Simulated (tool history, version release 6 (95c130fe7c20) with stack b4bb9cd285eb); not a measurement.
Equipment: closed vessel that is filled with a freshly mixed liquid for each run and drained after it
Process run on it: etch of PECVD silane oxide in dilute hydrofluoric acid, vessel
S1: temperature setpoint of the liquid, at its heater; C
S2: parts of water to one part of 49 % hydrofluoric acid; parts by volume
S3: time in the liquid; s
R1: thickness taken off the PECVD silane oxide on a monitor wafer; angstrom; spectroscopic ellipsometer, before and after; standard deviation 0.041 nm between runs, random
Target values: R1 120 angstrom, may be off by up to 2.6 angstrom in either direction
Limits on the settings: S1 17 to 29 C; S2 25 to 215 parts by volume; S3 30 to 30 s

| run | hour | S1 | S2 | S3 | R1 |
|---|---|---|---|---|---|
| 1 | 0 | 21 | 120 | 30 | 48.537 |
| 2 | 6.8 | 21 | 85 | 30 | 71.973 |
| 3 | 9.5 | 23.5 | 80 | 30 | 84.94 |
| 4 | 15.6 | 25.5 | 75 | 30 | 98.978 |
| 5 | 16.7 | 25.5 | 110 | 30 | 64.698 |
| 6 | 23.3 | 25.5 | 150 | 30 | 44.892 |
| 7 | 29.4 | 26.5 | 125 | 30 | 57.777 |
| 8 | 35 | 27.5 | 105 | 30 | 74 |
| 9 | 39.6 | 28 | 90 | 30 | 89.377 |
| 10 | 42.8 | 28.5 | 80 | 30 | 104.13 |
| 11 | 44.1 | 28.5 | 75 | 30 | 111.48 |
| 12 | 44.6 | 29 | 70 | 30 | 122.92 |

Which single option among these 4 for the next run brings every result within its allowed miss of target? Just one does.
| A | 45.1 | 24 | 60 | 30 | ? |
| B | 45.1 | 23.5 | 55 | 30 | ? |
| C | 45.1 | 29 | 65 | 30 | ? |
| D | 45.1 | 27.5 | 65 | 30 | ? |

| move | R1 |
|---|---|
| A | 118.82 |
| B | 127.82 |
| C | 132.99 |
| D | 125.38 |
A: every result lands within tolerance
B: the biggest miss grows against the last run
C: the biggest miss grows against the last run
D: the biggest miss grows against the last run
Move A is the one to make.
